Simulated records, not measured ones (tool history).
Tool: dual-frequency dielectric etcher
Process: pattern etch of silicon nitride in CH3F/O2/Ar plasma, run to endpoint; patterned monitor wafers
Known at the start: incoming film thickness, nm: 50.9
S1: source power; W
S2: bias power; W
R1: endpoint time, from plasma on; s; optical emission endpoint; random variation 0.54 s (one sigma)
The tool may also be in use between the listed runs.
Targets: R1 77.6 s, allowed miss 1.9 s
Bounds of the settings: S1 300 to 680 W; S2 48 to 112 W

| run | hour | S1 | S2 | R1 |
|---|---|---|---|---|
| 1 | 0 | 490 | 80 | 61.288 |
| 2 | 3.9 | 440 | 74 | 65.713 |
| 3 | 9.9 | 410 | 70 | 68.93 |
| 4 | 11.4 | 480 | 70 | 64.547 |
| 5 | 17.6 | 440 | 67 | 67.935 |
| 6 | 21.2 | 410 | 65 | 71.067 |
| 7 | 23 | 390 | 64 | 71.496 |
| 8 | 27.9 | 370 | 63 | 74.3 |

4 next moves are on the table. One of them brings every result within its allowed miss. Which?
| A | 32.8 | 400 | 55 | ? |
| B | 32.8 | 400 | 62 | ? |
| C | 32.8 | 410 | 55 | ? |
| D | 32.8 | 330 | 62 | ? |

| move | R1 |
|---|---|
| A | 73.73 |
| B | 71.377 |
| C | 72.997 |
| D | 77.129 |
A: further off than the last run
B: further off than the last run
C: further off than the last run
D: meets every target
Answer: D

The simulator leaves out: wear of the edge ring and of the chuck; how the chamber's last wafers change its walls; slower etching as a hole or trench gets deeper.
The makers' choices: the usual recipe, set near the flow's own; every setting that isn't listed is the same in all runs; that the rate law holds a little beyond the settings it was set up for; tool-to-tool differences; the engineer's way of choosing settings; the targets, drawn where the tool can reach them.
